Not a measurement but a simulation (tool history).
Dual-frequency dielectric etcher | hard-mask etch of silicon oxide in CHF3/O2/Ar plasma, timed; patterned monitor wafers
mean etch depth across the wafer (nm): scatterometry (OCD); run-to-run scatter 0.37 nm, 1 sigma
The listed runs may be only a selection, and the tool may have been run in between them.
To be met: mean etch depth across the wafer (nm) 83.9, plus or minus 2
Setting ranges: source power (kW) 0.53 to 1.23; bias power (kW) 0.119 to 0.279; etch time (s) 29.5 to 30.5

run	hour	source power (kW)	bias power (kW)	etch time (s)	mean etch depth across the wafer (nm)
1	0	0.88	0.199	29.5	69.749
2	8.9	0.81	0.199	29.5	67.881
3	12.6	0.81	0.199	29.5	67.755
4	14.6	0.85	0.204	29.5	68.889
5	20.8	0.85	0.204	30.5	71.774
6	24.7	0.85	0.204	30.5	71.275
7	28.8	1.03	0.228	30.5	80.166
8	34.4	1.04	0.229	30.5	80.632
9	36.8	1.05	0.23	30.5	81.023
10	43.4	1.06	0.231	30.5	81.23

Which one of the following 4 next-run settings gets every result inside its allowed miss? There is exactly one.
A	50	1.2	0.186	30.5	?
B	50	1.09	0.247	30	?
C	50	0.99	0.242	29.5	?
D	50	1.04	0.229	30	?

move	mean etch depth across the wafer (nm)
A	75.957
B	83.701
C	79.191
D	79.497
A: further off than the last run
B: hits every target within its allowed miss
C: further off than the last run
D: further off than the last run
B is the move that brings every result within its allowed miss.

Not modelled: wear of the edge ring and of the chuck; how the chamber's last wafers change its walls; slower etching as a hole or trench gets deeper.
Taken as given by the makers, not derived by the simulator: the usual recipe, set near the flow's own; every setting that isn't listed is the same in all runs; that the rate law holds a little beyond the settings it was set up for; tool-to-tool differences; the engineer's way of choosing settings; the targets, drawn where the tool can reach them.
